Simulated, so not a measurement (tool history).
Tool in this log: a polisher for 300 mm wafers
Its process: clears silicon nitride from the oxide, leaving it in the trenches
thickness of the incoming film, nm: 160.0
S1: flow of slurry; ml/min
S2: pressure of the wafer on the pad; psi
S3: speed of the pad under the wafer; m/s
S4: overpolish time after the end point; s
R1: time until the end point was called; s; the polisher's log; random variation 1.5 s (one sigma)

| run | hour | S1 | S2 | S3 | S4 | R1 |
|---|---|---|---|---|---|---|
| 1 | 0 | 300 | 3.5 | 1.16 | 32 | 95.504 |
| 2 | 4.2 | 300 | 3.1 | 1.16 | 32 | 106.36 |
| 3 | 5.9 | 355 | 3.1 | 1.16 | 32 | 104.44 |
| 4 | 13.4 | 355 | 2.8 | 1.16 | 32 | 117.07 |
| 5 | 15 | 355 | 2.8 | 1.16 | 32 | 116.18 |
| 6 | 20.4 | 355 | 3.6 | 1.16 | 32 | 91.323 |
| 7 | 27.3 | 355 | 3.2 | 1.16 | 32 | 103.23 |

Forecast run 8:
| 8 | 32.3 | 355 | 2.9 | 1.16 | 32 | ? |

{"run 8": {"R1": 110.51}}
